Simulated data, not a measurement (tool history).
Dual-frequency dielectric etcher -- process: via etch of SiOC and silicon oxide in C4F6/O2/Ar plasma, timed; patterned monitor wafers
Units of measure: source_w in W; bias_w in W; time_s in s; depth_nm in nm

| run | hour | source_w | bias_w | time_s | depth_nm |
|---|---|---|---|---|---|
| 1 | 0 | 330 | 157 | 114.5 | 113.24 |
| 2 | 3.2 | 350 | 164 | 115 | 119.77 |
| 3 | 6.6 | 350 | 164 | 114.5 | 118.9 |
| 4 | 8.7 | 370 | 167 | 114.5 | 123.12 |
| 5 | 13.1 | 370 | 142 | 114.5 | 115.43 |
| 6 | 18.6 | 390 | 142 | 114.5 | 118.91 |
| 7 | 24.1 | 400 | 147 | 115 | 122.4 |
| 8 | 28.6 | 410 | 152 | 115.5 | 125.51 |
| 9 | 29.8 | 420 | 156 | 116 | 129.78 |

Predict the results of run 10:
| 10 | 35 | 430 | 158 | 116 | ? |

Run 10 yielded depth_nm 132.81 nm.
